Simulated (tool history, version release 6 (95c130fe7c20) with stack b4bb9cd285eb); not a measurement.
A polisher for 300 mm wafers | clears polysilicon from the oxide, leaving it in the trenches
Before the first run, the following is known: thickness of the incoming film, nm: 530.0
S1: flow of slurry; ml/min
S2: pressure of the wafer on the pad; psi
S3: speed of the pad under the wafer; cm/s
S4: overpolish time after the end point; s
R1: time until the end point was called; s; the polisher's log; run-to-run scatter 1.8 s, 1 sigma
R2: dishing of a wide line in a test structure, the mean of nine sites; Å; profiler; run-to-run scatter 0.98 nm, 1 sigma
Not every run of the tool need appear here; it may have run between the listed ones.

run,hour,S1,S2,S3,S4,R1,R2
1,0.0,260,2.5,108,20,38.070,615.78
2,7.2,260,2.5,108,25,37.876,635.00
3,8.5,260,2.2,98,21,49.218,606.59
4,13.1,305,2.2,98,21,48.595,590.10
5,20.9,305,1.9,94,21,59.231,599.12
6,24.1,255,1.9,94,21,57.187,592.66
7,32.0,255,1.7,90,20,68.953,569.73
8,36.1,255,1.6,88,20,71.868,549.24
9,43.8,260,1.5,86,22,77.027,559.32
# hour 51.4: head pressure recalibrated
10,51.4,260,1.4,84,23,77.095,574.12
11,52.6,260,1.4,84,23,78.030,563.23
12,57.0,260,1.3,82,23,83.917,545.59

What will run 13 give?
13,65.2,265,1.3,78,25,?,?

R1: 88.487 s
R2: 550.34 Å
